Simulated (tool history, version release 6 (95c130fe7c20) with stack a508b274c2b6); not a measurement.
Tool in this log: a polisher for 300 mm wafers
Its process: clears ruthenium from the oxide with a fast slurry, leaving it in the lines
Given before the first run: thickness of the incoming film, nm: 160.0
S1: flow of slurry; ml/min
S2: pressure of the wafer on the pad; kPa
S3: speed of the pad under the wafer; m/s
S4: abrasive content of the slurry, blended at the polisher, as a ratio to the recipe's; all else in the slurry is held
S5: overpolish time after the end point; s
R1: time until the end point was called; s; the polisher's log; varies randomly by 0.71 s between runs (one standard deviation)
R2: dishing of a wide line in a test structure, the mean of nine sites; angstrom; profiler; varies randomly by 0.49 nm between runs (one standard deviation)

run  hour   S1    S2    S3   S4  S5      R1      R2
  1   0.0  135  17.2  1.04  1.0  14  34.365  520.78
  2   1.2  135  17.2  1.04  1.2  14  32.434  541.54
  3   2.9  135  13.8  1.04  1.2  14  37.005  483.48
  4   7.9  130  12.4  0.98  1.2  15  42.034  474.31
  5   8.7  130  12.4  0.78  1.2  15  53.259  389.17
  6  12.6  130   8.3  0.78  1.2  15  63.940  323.16
  7  20.6  125   8.3  0.78  1.2  16  64.573  330.66
  8  27.8  125   8.3  0.78  1.2  17  63.752  361.01

What does the tool deliver on the next run?
  9  33.5  120  7.6  0.78  1.2  18   ?   ?

Logged for run 9: R1 67.190 s, R2 362.90 angstrom.
